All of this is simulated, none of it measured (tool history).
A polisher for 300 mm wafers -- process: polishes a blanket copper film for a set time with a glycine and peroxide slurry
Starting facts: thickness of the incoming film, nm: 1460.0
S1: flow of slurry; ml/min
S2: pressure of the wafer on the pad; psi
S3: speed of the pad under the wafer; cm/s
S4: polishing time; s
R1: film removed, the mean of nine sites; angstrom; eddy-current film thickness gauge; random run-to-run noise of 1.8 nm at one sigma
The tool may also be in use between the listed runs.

Run 1, hour 0.0: S1 165 ml/min, S2 2.4 psi, S3 108 cm/s, S4 44 s. Result: R1 2090.9 angstrom.
Run 2, hour 4.5: S1 165 ml/min, S2 2.4 psi, S3 132 cm/s, S4 44 s. Result: R1 2453.5 angstrom.
Run 3, hour 11.2: S1 165 ml/min, S2 2.6 psi, S3 132 cm/s, S4 44 s. Result: R1 2583.9 angstrom.
Run 4, hour 15.1: S1 160 ml/min, S2 2.1 psi, S3 130 cm/s, S4 44 s. Result: R1 2257.1 angstrom.
Run 5, hour 18.8: S1 160 ml/min, S2 1.8 psi, S3 124 cm/s, S4 44 s. Result: R1 1947.6 angstrom.
Run 6, hour 21.6: S1 160 ml/min, S2 1.6 psi, S3 122 cm/s, S4 44 s. Result: R1 1837.7 angstrom.
Run 7, hour 23.8: S1 160 ml/min, S2 1.5 psi, S3 122 cm/s, S4 44 s. Result: R1 1787.0 angstrom.
At hour 30.0: slurry nozzle cleaned.
Run 8, hour 30.0: S1 160 ml/min, S2 1.4 psi, S3 122 cm/s, S4 44 s. Result: R1 1895.8 angstrom.

Forecast run 9:
Run 9, hour 33.8: S1 150 ml/min, S2 1.3 psi, S3 118 cm/s, S4 44 s. Result: R1 ?.

R1: 1744.0 angstrom
